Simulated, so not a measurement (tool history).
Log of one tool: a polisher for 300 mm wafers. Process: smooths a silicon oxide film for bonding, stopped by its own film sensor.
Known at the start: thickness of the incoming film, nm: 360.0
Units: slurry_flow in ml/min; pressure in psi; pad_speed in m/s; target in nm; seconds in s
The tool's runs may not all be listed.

run	hour	slurry_flow	pressure	pad_speed	slurry_solids	target	seconds
1	0	210	1.3	0.96	1	261	206.8
2	6.7	210	1.4	0.96	1	261	188
3	14.4	215	1.5	0.96	1	261	180.16
4	22.4	215	1.5	0.96	0.85	261	190.93
5	26.5	215	1.6	0.96	0.85	261	177.92
6	31.9	215	1.6	0.82	0.85	261	199.09
7	38.7	215	1.7	0.82	0.85	261	191.4

The next listed run, before its measurement:
8	40.2	220	1.8	0.82	0.85	261	?

seconds: 180.22 s

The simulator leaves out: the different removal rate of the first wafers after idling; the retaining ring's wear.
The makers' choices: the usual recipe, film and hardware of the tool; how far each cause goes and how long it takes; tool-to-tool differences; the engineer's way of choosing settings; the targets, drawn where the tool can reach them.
